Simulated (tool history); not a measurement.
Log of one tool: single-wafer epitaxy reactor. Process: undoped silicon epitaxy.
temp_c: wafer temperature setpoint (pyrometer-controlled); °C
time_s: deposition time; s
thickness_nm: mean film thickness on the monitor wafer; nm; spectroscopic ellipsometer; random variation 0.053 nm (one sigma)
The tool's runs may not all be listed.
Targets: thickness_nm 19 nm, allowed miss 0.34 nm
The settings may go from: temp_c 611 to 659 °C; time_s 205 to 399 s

run,hour,temp_c,time_s,thickness_nm
1,0,635,302,33.943
2,6,631,300,30.647
3,9.7,628,299,28.105
4,16.9,625,299,25.85
5,20.5,625,257,22.342
6,23,624,257,21.694
7,29.3,623,257,21.19
8,34.9,622,257,20.626
9,37.1,621,257,20.058
10,38.2,620,257,19.558

5 next moves are on the table. One of them brings every result within its allowed miss. Which?
A,39.3,616,263,?
B,39.3,616,266,?
C,39.3,620,248,?
D,39.3,618,284,?
E,39.3,617,255,?

move,thickness_nm
A,17.917
B,18.121
C,18.807
D,20.416
E,17.846
A: takes the result that was furthest off past its target
B: takes the result that was furthest off past its target
C: meets every target
D: further off than the last run
E: takes the result that was furthest off past its target
Answer: C

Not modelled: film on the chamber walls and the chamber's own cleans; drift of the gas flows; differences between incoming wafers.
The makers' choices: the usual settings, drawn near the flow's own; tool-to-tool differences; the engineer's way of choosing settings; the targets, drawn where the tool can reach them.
